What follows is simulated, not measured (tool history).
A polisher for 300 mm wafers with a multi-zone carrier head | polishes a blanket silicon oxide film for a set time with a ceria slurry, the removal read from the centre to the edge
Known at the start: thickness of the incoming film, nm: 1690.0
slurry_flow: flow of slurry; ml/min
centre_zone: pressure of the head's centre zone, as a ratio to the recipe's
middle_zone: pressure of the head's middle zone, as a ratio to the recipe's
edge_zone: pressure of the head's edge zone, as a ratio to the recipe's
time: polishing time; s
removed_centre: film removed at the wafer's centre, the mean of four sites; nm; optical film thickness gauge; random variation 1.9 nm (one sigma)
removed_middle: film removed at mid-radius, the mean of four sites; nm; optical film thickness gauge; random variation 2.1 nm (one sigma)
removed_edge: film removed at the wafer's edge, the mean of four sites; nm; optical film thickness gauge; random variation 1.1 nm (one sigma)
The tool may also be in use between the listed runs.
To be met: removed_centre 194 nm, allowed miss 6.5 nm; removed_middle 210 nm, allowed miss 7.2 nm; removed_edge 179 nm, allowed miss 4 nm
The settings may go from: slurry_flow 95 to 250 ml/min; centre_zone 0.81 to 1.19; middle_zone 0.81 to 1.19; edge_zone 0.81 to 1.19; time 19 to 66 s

| run | day | slurry_flow | centre_zone | middle_zone | edge_zone | time | removed_centre | removed_middle | removed_edge |
|---|---|---|---|---|---|---|---|---|---|
| 1 | 0 | 160 | 1 | 1 | 1 | 42 | 158.07 | 160.34 | 155.91 |
| 2 | 0.042 | 160 | 1 | 1 | 1.05 | 42 | 159.74 | 160.65 | 160.27 |
| 3 | 0.35 | 160 | 1 | 1 | 1.05 | 34 | 127.82 | 127.07 | 127.94 |
| 4 | 0.525 | 160 | 1 | 0.93 | 1.05 | 34 | 129.4 | 123.99 | 129.73 |
| 5 | 0.85 | 160 | 1 | 0.93 | 1.02 | 34 | 126.2 | 125.1 | 127.44 |
| 6 | 1.125 | 160 | 1 | 0.93 | 1.02 | 40 | 150.51 | 144.22 | 149.77 |
| 7 | 1.262 | 170 | 1.01 | 0.97 | 1.02 | 41 | 161.18 | 152.33 | 155.35 |
| 8 | 1.342 | 175 | 1.01 | 1.01 | 1.01 | 42 | 161.49 | 159.11 | 159.07 |
| 9 | 1.496 | 165 | 1.02 | 1.03 | 1.01 | 43 | 168.82 | 167.62 | 162.4 |

5 next moves are on the table. One of them brings every result within its allowed miss. Which?
| A | 1.65 | 180 | 1.05 | 1.19 | 0.99 | 48 | ? | ? | ? |
| B | 1.65 | 175 | 1.16 | 0.87 | 0.91 | 43 | ? | ? | ? |
| C | 1.65 | 130 | 1.01 | 1.18 | 0.87 | 44 | ? | ? | ? |
| D | 1.65 | 200 | 0.91 | 0.97 | 1.08 | 39 | ? | ? | ? |
| E | 1.65 | 95 | 0.92 | 1.19 | 0.86 | 48 | ? | ? | ? |

| move | removed_centre | removed_middle | removed_edge |
|---|---|---|---|
| A | 194.68 | 212.67 | 180.18 |
| B | 191.44 | 150.34 | 156.23 |
| C | 160.12 | 182.2 | 150.35 |
| D | 139.22 | 150.72 | 153.93 |
| E | 144.99 | 184.65 | 154.49 |
A: meets every target
B: further off than the last run
C: further off than the last run
D: further off than the last run
E: further off than the last run
Answer: A

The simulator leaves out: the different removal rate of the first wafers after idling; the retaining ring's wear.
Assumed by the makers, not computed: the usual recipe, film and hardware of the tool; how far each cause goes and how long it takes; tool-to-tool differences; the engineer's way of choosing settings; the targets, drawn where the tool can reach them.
